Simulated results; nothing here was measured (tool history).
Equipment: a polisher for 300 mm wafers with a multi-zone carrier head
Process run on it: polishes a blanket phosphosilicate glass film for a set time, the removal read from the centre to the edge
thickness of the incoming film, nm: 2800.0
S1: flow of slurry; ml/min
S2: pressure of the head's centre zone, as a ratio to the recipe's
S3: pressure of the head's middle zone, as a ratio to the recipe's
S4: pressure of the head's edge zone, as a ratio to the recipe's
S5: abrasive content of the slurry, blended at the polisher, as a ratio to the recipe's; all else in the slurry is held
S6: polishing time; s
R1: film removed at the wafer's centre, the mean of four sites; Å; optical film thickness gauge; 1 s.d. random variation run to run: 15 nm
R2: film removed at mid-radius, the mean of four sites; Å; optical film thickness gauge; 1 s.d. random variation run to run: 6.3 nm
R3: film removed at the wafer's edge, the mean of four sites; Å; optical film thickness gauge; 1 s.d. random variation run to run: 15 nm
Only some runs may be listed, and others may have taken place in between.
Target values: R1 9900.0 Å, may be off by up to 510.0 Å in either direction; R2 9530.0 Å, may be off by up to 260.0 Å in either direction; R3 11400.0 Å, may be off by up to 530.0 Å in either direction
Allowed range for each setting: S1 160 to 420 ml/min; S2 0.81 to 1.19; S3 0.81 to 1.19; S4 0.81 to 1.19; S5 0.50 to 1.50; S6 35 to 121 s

run	hour	S1	S2	S3	S4	S5	S6	R1	R2	R3
1	0.0	270	1.00	1.00	1.00	1.00	78	8899.4	8812.3	9066.1
2	5.5	270	0.99	0.98	1.06	1.10	78	9265.9	9167.5	9685.5
3	14.0	270	0.97	0.94	1.10	1.15	79	9379.1	9004.1	9893.3
4	20.2	260	0.94	0.91	1.13	1.25	80	9638.4	9271.6	10666.0
5	22.0	260	0.87	0.91	1.13	1.25	80	9404.7	9357.5	10851.0
6	24.2	260	0.87	0.91	1.13	1.15	80	9003.8	8885.1	10345.0
7	30.2	265	0.88	0.90	1.15	1.20	80	9295.6	9052.2	10919.0
8	32.1	280	0.90	0.91	1.15	1.20	80	9413.5	9107.3	10522.0
9	37.6	270	0.90	0.90	1.15	1.25	80	9459.3	9140.2	10914.0

Exercise: of the 4 proposed moves below, exactly one satisfies all targets within the stated allowed misses. Which move is it?
A	43.1	420	1.00	0.81	1.09	1.05	84	?	?	?
B	43.1	295	0.81	0.96	1.09	1.50	75	?	?	?
C	43.1	215	1.00	0.84	1.15	1.35	79	?	?	?
D	43.1	255	0.89	0.89	1.15	1.20	86	?	?	?

move	R1	R2	R3
A	10287.0	8448.9	10671.0
B	9016.8	9953.7	10963.0
C	10239.0	8712.9	11075.0
D	9895.9	9604.0	11576.0
A: moves away from the targets compared with the last run
B: takes the result that was furthest off past its target
C: moves away from the targets compared with the last run
D: in spec on every target
D meets every target.
